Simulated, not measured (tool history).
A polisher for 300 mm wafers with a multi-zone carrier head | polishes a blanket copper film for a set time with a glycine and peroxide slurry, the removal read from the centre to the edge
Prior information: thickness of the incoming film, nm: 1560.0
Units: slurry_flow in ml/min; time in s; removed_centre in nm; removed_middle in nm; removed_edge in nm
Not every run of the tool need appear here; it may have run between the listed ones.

Run 1, day 0: slurry_flow 265 ml/min, centre_zone 1, middle_zone 1, edge_zone 1, time 45 s. Result: removed_centre 242.95 nm, removed_middle 249.02 nm, removed_edge 244.35 nm.
Run 2, day 0.179: slurry_flow 260 ml/min, centre_zone 0.99, middle_zone 0.98, edge_zone 0.99, time 43 s. Result: removed_centre 232.99 nm, removed_middle 229.19 nm, removed_edge 231.31 nm.
Run 3, day 0.229: slurry_flow 260 ml/min, centre_zone 0.99, middle_zone 0.92, edge_zone 0.99, time 43 s. Result: removed_centre 230.41 nm, removed_middle 221.26 nm, removed_edge 234.91 nm.
Run 4, day 0.421: slurry_flow 260 ml/min, centre_zone 0.99, middle_zone 0.92, edge_zone 0.99, time 37 s. Result: removed_centre 199.15 nm, removed_middle 187.59 nm, removed_edge 198.65 nm.
At day 0.5: worn pad replaced by a new one.
Run 5, day 0.5: slurry_flow 230 ml/min, centre_zone 0.99, middle_zone 0.92, edge_zone 0.99, time 37 s. Result: removed_centre 203.42 nm, removed_middle 196.95 nm, removed_edge 208.05 nm.
Run 6, day 0.612: slurry_flow 230 ml/min, centre_zone 0.99, middle_zone 0.92, edge_zone 0.99, time 43 s. Result: removed_centre 240.29 nm, removed_middle 228.81 nm, removed_edge 240.69 nm.
Run 7, day 0.758: slurry_flow 250 ml/min, centre_zone 0.98, middle_zone 0.91, edge_zone 0.97, time 42 s. Result: removed_centre 233.99 nm, removed_middle 221.78 nm, removed_edge 236.17 nm.
Run 8, day 0.971: slurry_flow 260 ml/min, centre_zone 0.99, middle_zone 0.91, edge_zone 1, time 41 s. Result: removed_centre 234.8 nm, removed_middle 218.42 nm, removed_edge 236.76 nm.

Run 9 has not been measured yet. What should we expect?
Run 9, day 1.329: slurry_flow 265 ml/min, centre_zone 0.98, middle_zone 0.9, edge_zone 0.98, time 40 s. Result: removed_centre ?, removed_middle ?, removed_edge ?.

{"run 9": {"removed_centre": 224.87, "removed_middle": 212.69, "removed_edge": 226.04}}
